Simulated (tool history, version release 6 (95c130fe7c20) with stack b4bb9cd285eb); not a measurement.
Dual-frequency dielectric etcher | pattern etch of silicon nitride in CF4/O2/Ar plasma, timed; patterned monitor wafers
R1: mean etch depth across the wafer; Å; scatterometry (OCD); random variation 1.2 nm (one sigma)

run 1 hour=0 | source_power_(W)=560 bias_power_(W)=63 Ar_flow_(sccm)=105 CF4_flow_(sccm)=130 etch_time_(s)=123 | R1=2801.5
run 2 hour=7.2 | source_power_(W)=640 bias_power_(W)=63 Ar_flow_(sccm)=105 CF4_flow_(sccm)=130 etch_time_(s)=123 | R1=3231.2
run 3 hour=8.6 | source_power_(W)=640 bias_power_(W)=63 Ar_flow_(sccm)=105 CF4_flow_(sccm)=130 etch_time_(s)=128 | R1=3354.3
run 4 hour=12.4 | source_power_(W)=550 bias_power_(W)=63 Ar_flow_(sccm)=105 CF4_flow_(sccm)=130 etch_time_(s)=128 | R1=2875
run 5 hour=14.8 | source_power_(W)=540 bias_power_(W)=63 Ar_flow_(sccm)=105 CF4_flow_(sccm)=130 etch_time_(s)=128 | R1=2804.7
run 6 hour=23.3 | source_power_(W)=530 bias_power_(W)=63 Ar_flow_(sccm)=105 CF4_flow_(sccm)=130 etch_time_(s)=128 | R1=2747
run 7 hour=32.1 | source_power_(W)=520 bias_power_(W)=63 Ar_flow_(sccm)=105 CF4_flow_(sccm)=130 etch_time_(s)=128 | R1=2726
run 8 hour=39.4 | source_power_(W)=510 bias_power_(W)=63 Ar_flow_(sccm)=105 CF4_flow_(sccm)=130 etch_time_(s)=128 | R1=2650.7
run 9 hour=48.3 | source_power_(W)=500 bias_power_(W)=63 Ar_flow_(sccm)=105 CF4_flow_(sccm)=130 etch_time_(s)=128 | R1=2594.3
run 10 hour=51.2 | source_power_(W)=490 bias_power_(W)=63 Ar_flow_(sccm)=105 CF4_flow_(sccm)=130 etch_time_(s)=128 | R1=2523.6

Run 11 comes next. What will it give?
run 11 hour=56 | source_power_(W)=480 bias_power_(W)=63 Ar_flow_(sccm)=105 CF4_flow_(sccm)=130 etch_time_(s)=128 | R1=?

R1: 2464.7 Å

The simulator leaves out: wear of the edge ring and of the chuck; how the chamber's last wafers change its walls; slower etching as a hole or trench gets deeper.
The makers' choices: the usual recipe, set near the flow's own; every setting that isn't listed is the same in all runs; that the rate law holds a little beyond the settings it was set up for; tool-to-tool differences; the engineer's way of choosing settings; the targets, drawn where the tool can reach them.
